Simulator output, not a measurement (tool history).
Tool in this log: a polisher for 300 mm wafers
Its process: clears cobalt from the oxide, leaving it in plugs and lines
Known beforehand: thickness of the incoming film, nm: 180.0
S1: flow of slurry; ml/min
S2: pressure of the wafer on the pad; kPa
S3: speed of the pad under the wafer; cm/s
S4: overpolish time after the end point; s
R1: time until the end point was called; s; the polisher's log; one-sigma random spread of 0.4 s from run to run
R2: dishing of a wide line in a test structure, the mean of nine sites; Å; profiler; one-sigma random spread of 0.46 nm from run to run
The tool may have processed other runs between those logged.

Run 1, hour 0: S1 175 ml/min, S2 9.7 kPa, S3 76 cm/s, S4 16 s. Result: R1 73.915 s, R2 309.59 Å.
Run 2, hour 5.8: S1 155 ml/min, S2 9.7 kPa, S3 76 cm/s, S4 16 s. Result: R1 75.313 s, R2 309.44 Å.
Run 3, hour 10.1: S1 155 ml/min, S2 9.7 kPa, S3 86 cm/s, S4 16 s. Result: R1 67.047 s, R2 329.88 Å.
Run 4, hour 12.6: S1 155 ml/min, S2 11 kPa, S3 86 cm/s, S4 16 s. Result: R1 59.186 s, R2 352.74 Å.
Run 5, hour 16.9: S1 175 ml/min, S2 11 kPa, S3 86 cm/s, S4 16 s. Result: R1 57.557 s, R2 354.54 Å.
Run 6, hour 22.4: S1 175 ml/min, S2 11 kPa, S3 74 cm/s, S4 16 s. Result: R1 66.602 s, R2 327.54 Å.
Run 7, hour 23.6: S1 180 ml/min, S2 11.7 kPa, S3 76 cm/s, S4 16 s. Result: R1 61.839 s, R2 350.63 Å.

What does the tool deliver on the next run?
Run 8, hour 27.2: S1 185 ml/min, S2 12.4 kPa, S3 78 cm/s, S4 15 s. Result: R1 ?, R2 ?.

Logged for run 8: R1 55.85 s, R2 345.67 Å.
